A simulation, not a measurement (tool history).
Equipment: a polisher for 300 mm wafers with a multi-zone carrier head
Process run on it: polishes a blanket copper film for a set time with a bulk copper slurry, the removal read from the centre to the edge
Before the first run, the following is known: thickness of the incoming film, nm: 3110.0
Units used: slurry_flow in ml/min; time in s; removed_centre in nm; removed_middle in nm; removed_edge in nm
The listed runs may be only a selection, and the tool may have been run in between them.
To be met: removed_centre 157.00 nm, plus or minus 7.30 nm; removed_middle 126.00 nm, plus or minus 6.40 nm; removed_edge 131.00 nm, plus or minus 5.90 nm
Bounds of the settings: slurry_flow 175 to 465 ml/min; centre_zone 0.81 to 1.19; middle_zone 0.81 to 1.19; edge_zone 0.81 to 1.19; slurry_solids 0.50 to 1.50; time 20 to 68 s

run 1 hour=0.0 | slurry_flow=295 centre_zone=1.00 middle_zone=1.00 edge_zone=1.00 slurry_solids=1.00 time=44 | removed_centre=263.84 removed_middle=258.80 removed_edge=261.77
run 2 hour=4.2 | slurry_flow=295 centre_zone=1.06 middle_zone=1.00 edge_zone=1.00 slurry_solids=1.00 time=44 | removed_centre=271.52 removed_middle=260.20 removed_edge=257.73
run 3 hour=5.5 | slurry_flow=295 centre_zone=1.09 middle_zone=0.97 edge_zone=0.98 slurry_solids=0.90 time=38 | removed_centre=233.84 removed_middle=212.94 removed_edge=215.90
run 4 hour=11.9 | slurry_flow=295 centre_zone=1.11 middle_zone=0.95 edge_zone=0.96 slurry_solids=0.80 time=34 | removed_centre=206.18 removed_middle=183.41 removed_edge=185.86
run 5 hour=12.7 | slurry_flow=220 centre_zone=1.11 middle_zone=0.95 edge_zone=0.96 slurry_solids=0.80 time=34 | removed_centre=200.18 removed_middle=177.30 removed_edge=181.68
run 6 hour=15.2 | slurry_flow=220 centre_zone=1.13 middle_zone=0.93 edge_zone=0.94 slurry_solids=0.70 time=32 | removed_centre=188.33 removed_middle=158.14 removed_edge=167.34
run 7 hour=24.1 | slurry_flow=220 centre_zone=1.14 middle_zone=0.93 edge_zone=0.92 slurry_solids=0.65 time=30 | removed_centre=175.59 removed_middle=148.88 removed_edge=150.50
run 8 hour=25.4 | slurry_flow=220 centre_zone=1.14 middle_zone=0.91 edge_zone=0.90 slurry_solids=0.60 time=30 | removed_centre=177.84 removed_middle=142.03 removed_edge=150.15
run 9 hour=31.0 | slurry_flow=220 centre_zone=1.14 middle_zone=0.93 edge_zone=0.87 slurry_solids=0.50 time=24 | removed_centre=132.50 removed_middle=110.65 removed_edge=113.32
run 10 hour=37.6 | slurry_flow=245 centre_zone=1.19 middle_zone=0.97 edge_zone=0.97 slurry_solids=0.60 time=24 | removed_centre=147.65 removed_middle=122.66 removed_edge=121.89
run 11 hour=44.1 | slurry_flow=245 centre_zone=1.19 middle_zone=0.96 edge_zone=0.97 slurry_solids=0.60 time=24 | removed_centre=146.38 removed_middle=118.73 removed_edge=125.43
run 12 hour=44.6 | slurry_flow=245 centre_zone=1.19 middle_zone=0.96 edge_zone=0.97 slurry_solids=0.60 time=24 | removed_centre=145.72 removed_middle=118.37 removed_edge=125.00
run 13 hour=45.1 | slurry_flow=275 centre_zone=1.19 middle_zone=0.95 edge_zone=0.92 slurry_solids=0.80 time=25 | removed_centre=163.35 removed_middle=133.15 removed_edge=132.73

Pick the move, out of 5, that brings all results within their allowed miss; only one does.
run A hour=45.6 | slurry_flow=285 centre_zone=1.12 middle_zone=1.00 edge_zone=0.96 slurry_solids=0.80 time=25 | removed_centre=? removed_middle=? removed_edge=?
run B hour=45.6 | slurry_flow=310 centre_zone=1.10 middle_zone=1.01 edge_zone=0.81 slurry_solids=0.90 time=24 | removed_centre=? removed_middle=? removed_edge=?
run C hour=45.6 | slurry_flow=275 centre_zone=1.14 middle_zone=0.88 edge_zone=1.00 slurry_solids=0.70 time=26 | removed_centre=? removed_middle=? removed_edge=?
run D hour=45.6 | slurry_flow=290 centre_zone=1.16 middle_zone=0.93 edge_zone=0.86 slurry_solids=1.05 time=23 | removed_centre=? removed_middle=? removed_edge=?
run E hour=45.6 | slurry_flow=270 centre_zone=1.15 middle_zone=1.00 edge_zone=0.88 slurry_solids=0.70 time=27 | removed_centre=? removed_middle=? removed_edge=?

move=A removed_centre=156.99 removed_middle=138.30 removed_edge=140.06
move=B removed_centre=153.08 removed_middle=138.37 removed_edge=131.08
move=C removed_centre=161.02 removed_middle=125.37 removed_edge=143.72
move=D removed_centre=158.40 removed_middle=126.75 removed_edge=131.58
move=E removed_centre=168.43 removed_middle=144.57 removed_edge=142.40
A: lands further from the targets than the last run did
B: lands further from the targets than the last run did
C: brings the last run's worst result on target, with another outside its allowed miss
D: in spec on every target
E: lands further from the targets than the last run did
Answer: D

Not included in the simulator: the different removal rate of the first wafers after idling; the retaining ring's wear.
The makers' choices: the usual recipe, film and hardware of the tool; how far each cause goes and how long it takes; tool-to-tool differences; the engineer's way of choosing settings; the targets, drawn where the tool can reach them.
